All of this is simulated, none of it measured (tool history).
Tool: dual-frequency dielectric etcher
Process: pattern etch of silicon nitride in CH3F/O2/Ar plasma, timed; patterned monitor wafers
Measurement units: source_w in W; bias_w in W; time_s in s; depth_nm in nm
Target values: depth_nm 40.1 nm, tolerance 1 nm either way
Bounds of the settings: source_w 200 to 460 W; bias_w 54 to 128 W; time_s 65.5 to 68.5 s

| run | hour | source_w | bias_w | time_s | depth_nm |
|---|---|---|---|---|---|
| 1 | 0 | 330 | 91 | 65.5 | 44.423 |
| 2 | 2.3 | 320 | 90 | 65.5 | 43.998 |
| 3 | 9.2 | 320 | 90 | 68.5 | 46.007 |
| 4 | 15.8 | 310 | 89 | 68.5 | 45.912 |
| 5 | 17.4 | 310 | 89 | 68.5 | 45.251 |
| 6 | 26.2 | 250 | 89 | 68.5 | 42.596 |
|  | 30.7 | wet clean of the chamber |
| 7 | 30.7 | 250 | 88 | 68.5 | 43.722 |
| 8 | 35.7 | 250 | 86 | 68.5 | 43.679 |
| 9 | 42.5 | 210 | 75 | 67.5 | 38.839 |

Which single option among these 5 for the next run brings every result within its allowed miss of target? Just one does.
| A | 49.3 | 260 | 65 | 65.5 | ? |
| B | 49.3 | 210 | 66 | 68.5 | ? |
| C | 49.3 | 200 | 83 | 68.5 | ? |
| D | 49.3 | 200 | 74 | 67 | ? |
| E | 49.3 | 200 | 73 | 68.5 | ? |

| move | depth_nm |
|---|---|
| A | 38.596 |
| B | 37.846 |
| C | 40.044 |
| D | 37.76 |
| E | 38.441 |
A: its largest miss is bigger than the last run's
B: its largest miss is bigger than the last run's
C: hits every target within its allowed miss
D: its largest miss is bigger than the last run's
E: its largest miss is bigger than the last run's
C meets every target.
